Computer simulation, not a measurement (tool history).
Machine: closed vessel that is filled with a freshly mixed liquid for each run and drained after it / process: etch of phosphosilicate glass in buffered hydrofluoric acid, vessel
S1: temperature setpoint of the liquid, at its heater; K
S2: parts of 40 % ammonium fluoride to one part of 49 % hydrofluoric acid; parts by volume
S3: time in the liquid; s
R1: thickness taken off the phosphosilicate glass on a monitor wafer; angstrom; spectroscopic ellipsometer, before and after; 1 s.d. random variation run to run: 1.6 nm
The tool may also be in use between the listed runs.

run	hour	S1	S2	S3	R1
1	0.0	294.15	7.5	90	5964.4
2	4.1	293.65	7.5	90	5831.0
3	10.3	293.65	5.5	90	7664.4
4	16.3	293.65	5.5	100	8524.9
5	18.7	293.15	6.0	100	7792.8
6	27.3	293.15	6.0	100	7707.9
7	33.1	292.65	6.5	100	7067.1
8	35.6	292.15	7.0	100	6391.7
9	44.7	291.65	7.5	100	5781.7
10	47.3	290.15	10.0	100	4077.9

The next listed run, before its measurement:
11	54.6	290.15	10.5	100	?

{"run 11": {"R1": 3891.4}}
